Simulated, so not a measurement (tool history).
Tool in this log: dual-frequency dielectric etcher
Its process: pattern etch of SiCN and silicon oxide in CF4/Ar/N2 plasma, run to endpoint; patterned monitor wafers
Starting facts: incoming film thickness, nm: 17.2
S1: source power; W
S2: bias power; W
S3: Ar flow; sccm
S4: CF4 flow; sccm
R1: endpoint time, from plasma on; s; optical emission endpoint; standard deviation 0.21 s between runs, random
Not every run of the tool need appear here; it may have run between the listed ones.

run 1 hour=0 | S1=420 S2=96 S3=111 S4=66 | R1=18.129
run 2 hour=2.4 | S1=360 S2=96 S3=111 S4=66 | R1=21.37
run 3 hour=3.5 | S1=360 S2=96 S3=129 S4=66 | R1=21.74
run 4 hour=10.3 | S1=420 S2=96 S3=129 S4=66 | R1=18.178
run 5 hour=10.8 | S1=400 S2=96 S3=129 S4=66 | R1=19.278
run 6 hour=16.7 | S1=390 S2=96 S3=129 S4=66 | R1=19.807

What will run 7 give?
run 7 hour=20.1 | S1=380 S2=96 S3=129 S4=66 | R1=?

R1: 20.293 s
